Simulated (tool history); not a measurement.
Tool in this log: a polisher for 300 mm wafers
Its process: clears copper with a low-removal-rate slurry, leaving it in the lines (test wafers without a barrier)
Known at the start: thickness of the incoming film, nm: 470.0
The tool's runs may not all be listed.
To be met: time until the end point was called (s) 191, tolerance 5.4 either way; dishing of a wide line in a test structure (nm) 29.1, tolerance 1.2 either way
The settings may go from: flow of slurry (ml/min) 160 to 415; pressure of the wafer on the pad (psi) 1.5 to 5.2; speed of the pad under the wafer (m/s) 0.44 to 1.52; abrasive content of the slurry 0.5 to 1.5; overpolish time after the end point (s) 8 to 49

| run | hour | flow of slurry (ml/min) | pressure of the wafer on the pad (psi) | speed of the pad under the wafer (m/s) | abrasive content of the slurry | overpolish time after the end point (s) | time until the end point was called (s) | dishing of a wide line in a test structure (nm) |
|---|---|---|---|---|---|---|---|---|
| 1 | 0 | 265 | 3.3 | 0.98 | 1 | 25 | 135.66 | 34.592 |
| 2 | 8.7 | 265 | 3.1 | 0.98 | 1 | 25 | 142.49 | 33.317 |
| 3 | 9.8 | 260 | 2.9 | 0.98 | 1 | 25 | 150.24 | 32.191 |
| 4 | 16.9 | 260 | 2.7 | 0.98 | 1 | 26 | 156.98 | 32.054 |
| 5 | 20.1 | 260 | 2.7 | 0.98 | 0.85 | 26 | 169.51 | 31.59 |
| 6 | 25.6 | 260 | 2.6 | 0.98 | 0.85 | 26 | 173.12 | 30.586 |
| 7 | 31.9 | 260 | 2.5 | 0.98 | 0.85 | 26 | 174.53 | 30.351 |
| 8 | 32.7 | 255 | 2.4 | 0.98 | 0.85 | 26 | 181.24 | 29.109 |
| 9 | 39.9 | 250 | 2.4 | 0.98 | 0.85 | 26 | 184.65 | 29.489 |

Next run, 5 choices. One meets every target within its allowed miss, the rest don't. Which?
| A | 47.1 | 180 | 2.4 | 1.08 | 0.85 | 26 | ? | ? |
| B | 47.1 | 210 | 1.9 | 1.14 | 1.05 | 26 | ? | ? |
| C | 47.1 | 315 | 2.3 | 1.06 | 0.8 | 24 | ? | ? |
| D | 47.1 | 230 | 2.4 | 1.04 | 0.75 | 25 | ? | ? |
| E | 47.1 | 335 | 2 | 1.2 | 0.6 | 26 | ? | ? |

| move | time until the end point was called (s) | dishing of a wide line in a test structure (nm) |
|---|---|---|
| A | 171.64 | 30.755 |
| B | 177 | 29.982 |
| C | 175.01 | 29.054 |
| D | 181.5 | 29.169 |
| E | 190.95 | 28.794 |
A: further off than the last run
B: further off than the last run
C: further off than the last run
D: further off than the last run
E: hits every target within its allowed miss
E is the move that brings every result within its allowed miss.
